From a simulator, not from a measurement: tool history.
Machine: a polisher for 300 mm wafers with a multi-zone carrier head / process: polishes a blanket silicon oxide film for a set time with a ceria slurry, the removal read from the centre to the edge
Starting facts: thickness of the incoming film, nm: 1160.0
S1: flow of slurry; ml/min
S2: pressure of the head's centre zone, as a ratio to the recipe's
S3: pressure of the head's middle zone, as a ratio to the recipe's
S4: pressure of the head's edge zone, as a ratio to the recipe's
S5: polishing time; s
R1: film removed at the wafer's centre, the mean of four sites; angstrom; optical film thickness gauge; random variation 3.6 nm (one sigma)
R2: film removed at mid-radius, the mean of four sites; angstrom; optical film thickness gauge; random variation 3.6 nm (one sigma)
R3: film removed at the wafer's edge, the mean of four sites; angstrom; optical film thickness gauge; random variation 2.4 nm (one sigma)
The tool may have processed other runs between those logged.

run	hour	S1	S2	S3	S4	S5	R1	R2	R3
1	0.0	175	1.00	1.00	1.00	64	3754.7	3864.3	3948.1
2	6.5	205	1.00	1.00	1.00	64	3937.3	3896.3	3938.3
3	14.0	205	1.00	1.00	1.00	54	3270.8	3418.0	3337.5
4	20.8	205	1.00	1.00	1.00	63	3906.6	3995.2	3910.2
5	21.5	225	1.00	1.00	1.00	63	3920.9	4068.8	4006.4
6	23.1	210	1.00	0.99	0.95	55	3380.1	3507.5	3375.3
7	32.0	205	1.01	0.98	0.93	48	2961.7	2879.5	2885.5

Run 8 has not been measured yet. What should we expect?
8	39.7	195	1.00	1.00	0.90	45	?	?	?

R1: 2709.4 angstrom
R2: 2750.4 angstrom
R3: 2637.2 angstrom
